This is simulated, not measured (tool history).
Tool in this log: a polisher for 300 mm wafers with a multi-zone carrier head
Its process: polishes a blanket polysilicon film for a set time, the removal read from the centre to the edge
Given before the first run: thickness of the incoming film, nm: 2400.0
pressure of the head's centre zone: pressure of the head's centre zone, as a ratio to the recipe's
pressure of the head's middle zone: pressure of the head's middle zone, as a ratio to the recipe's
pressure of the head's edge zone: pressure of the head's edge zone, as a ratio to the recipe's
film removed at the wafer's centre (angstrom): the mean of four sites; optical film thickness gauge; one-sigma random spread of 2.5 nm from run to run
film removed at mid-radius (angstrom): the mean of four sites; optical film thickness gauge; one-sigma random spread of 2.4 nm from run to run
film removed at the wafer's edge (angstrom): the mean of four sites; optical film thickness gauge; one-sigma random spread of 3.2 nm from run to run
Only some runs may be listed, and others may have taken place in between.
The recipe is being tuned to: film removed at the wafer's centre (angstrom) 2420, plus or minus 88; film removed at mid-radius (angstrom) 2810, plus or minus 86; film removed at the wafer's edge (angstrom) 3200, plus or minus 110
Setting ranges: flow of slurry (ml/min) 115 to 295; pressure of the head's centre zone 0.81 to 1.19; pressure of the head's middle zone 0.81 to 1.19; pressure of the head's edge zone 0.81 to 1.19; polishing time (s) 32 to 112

run  hour  flow of slurry (ml/min)  pressure of the head's centre zone  pressure of the head's middle zone  pressure of the head's edge zone  polishing time (s)  film removed at the wafer's centre (angstrom)  film removed at mid-radius (angstrom)  film removed at the wafer's edge (angstrom)
  1     0                      190                                   1                                   1                                 1                  72                                         3119.2                                 3128.3                                       3120.6
  2   2.1                      180                                0.95                                0.98                              1.03                  72                                         2884.9                                 3079.6                                       3195.2
  3     7                      225                                0.95                                0.98                              1.03                  72                                         3053.3                                   3136                                       3202.5
  4  12.5                      260                                0.95                                0.98                              1.03                  72                                         3106.2                                 3236.6                                       3251.3
  5  16.8                      240                                0.91                                0.96                              1.05                  71                                         2890.2                                 3159.8                                       3319.1
  6  18.2                      240                                0.91                                0.91                              1.05                  71                                         2936.7                                 2955.8                                         3267
  7  23.6                      225                                0.88                                0.91                              1.05                  70                                         2736.2                                 2891.8                                         3173
  8  31.5                      215                                0.86                                0.91                              1.06                  70                                           2666                                 2888.6                                       3185.6

Which one of the following 4 next-run settings gets every result inside its allowed miss? There is exactly one.
  A  39.4                      255                                0.94                                0.84                              1.05                  69                                              ?                                      ?                                            ?
  B  39.4                      205                                0.97                                0.85                              0.97                  74                                              ?                                      ?                                            ?
  C  39.4                      200                                0.81                                 0.9                               1.1                  69                                              ?                                      ?                                            ?
  D  39.4                      205                                0.89                                0.86                              1.16                  69                                              ?                                      ?                                            ?

move  film removed at the wafer's centre (angstrom)  film removed at mid-radius (angstrom)  film removed at the wafer's edge (angstrom)
   A                                         2924.1                                 2721.7                                       3139.6
   B                                         3134.3                                 2863.4                                       3170.2
   C                                         2427.4                                 2790.4                                       3133.4
   D                                         2679.8                                 2696.1                                       3230.5
A: lands further from the targets than the last run did
B: lands further from the targets than the last run did
C: every result lands within tolerance
D: lands further from the targets than the last run did
Go with C: it meets all targets.
